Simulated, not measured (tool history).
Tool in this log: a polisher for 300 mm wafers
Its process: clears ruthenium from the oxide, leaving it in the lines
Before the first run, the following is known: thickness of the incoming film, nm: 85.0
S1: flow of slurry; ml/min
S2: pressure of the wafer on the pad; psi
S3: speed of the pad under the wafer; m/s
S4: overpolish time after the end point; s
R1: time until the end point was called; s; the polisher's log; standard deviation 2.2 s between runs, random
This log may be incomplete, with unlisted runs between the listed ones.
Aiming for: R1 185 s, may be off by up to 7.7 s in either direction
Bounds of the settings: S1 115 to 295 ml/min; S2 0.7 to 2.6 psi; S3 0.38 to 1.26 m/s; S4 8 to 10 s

run 1 hour=0 | S1=190 S2=1.6 S3=0.82 S4=10 | R1=138.27
run 2 hour=4.8 | S1=210 S2=1.6 S3=0.82 S4=10 | R1=133.01
run 3 hour=9.2 | S1=210 S2=1.6 S3=0.74 S4=10 | R1=140.87
run 4 hour=16.8 | S1=195 S2=1.5 S3=0.74 S4=10 | R1=155.85
run 5 hour=20 | S1=195 S2=1.5 S3=0.74 S4=8 | R1=150.11
-- hour=25.8 slurry nozzle cleaned
run 6 hour=25.8 | S1=195 S2=1.5 S3=0.62 S4=8 | R1=156.7
run 7 hour=29.7 | S1=190 S2=1.4 S3=0.62 S4=8 | R1=170.45
run 8 hour=31.3 | S1=185 S2=1.4 S3=0.62 S4=8 | R1=172.92
run 9 hour=40.4 | S1=180 S2=1.4 S3=0.62 S4=8 | R1=174.19
run 10 hour=42.8 | S1=175 S2=1.4 S3=0.62 S4=8 | R1=172.9

5 next moves are on the table. One of them brings every result within its allowed miss. Which?
run A hour=45.2 | S1=205 S2=1.5 S3=0.56 S4=10 | R1=?
run B hour=45.2 | S1=195 S2=1.2 S3=0.84 S4=9 | R1=?
run C hour=45.2 | S1=165 S2=1.3 S3=0.5 S4=9 | R1=?
run D hour=45.2 | S1=175 S2=1.4 S3=0.54 S4=10 | R1=?
run E hour=45.2 | S1=180 S2=1.5 S3=0.58 S4=8 | R1=?

move=A R1=165.76
move=B R1=163.31
move=C R1=208.65
move=D R1=184.89
move=E R1=165.74
A: misses by more than the last run did
B: misses by more than the last run did
C: pushes the last run's worst result past its target
D: meets every target
E: misses by more than the last run did
D is the move that brings every result within its allowed miss.
